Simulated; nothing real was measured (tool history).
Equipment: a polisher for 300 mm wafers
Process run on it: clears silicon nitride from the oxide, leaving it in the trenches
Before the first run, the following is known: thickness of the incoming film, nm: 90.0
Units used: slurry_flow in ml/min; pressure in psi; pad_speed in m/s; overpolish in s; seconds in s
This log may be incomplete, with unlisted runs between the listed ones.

run	hour	slurry_flow	pressure	pad_speed	overpolish	seconds
1	0	210	3.2	1.2	17	60.279
2	2	210	3.3	1.2	17	58.933
3	3.5	210	3.8	1.2	17	52.515
4	8.5	210	3.9	1.2	17	52.551
5	17.3	210	4	1.2	17	51.329
6	19.1	210	4	1.06	17	58.817

Forecast run 7:
7	22.8	210	4.1	1.06	17	?

For run 7 the tool returned seconds 55.068 s.
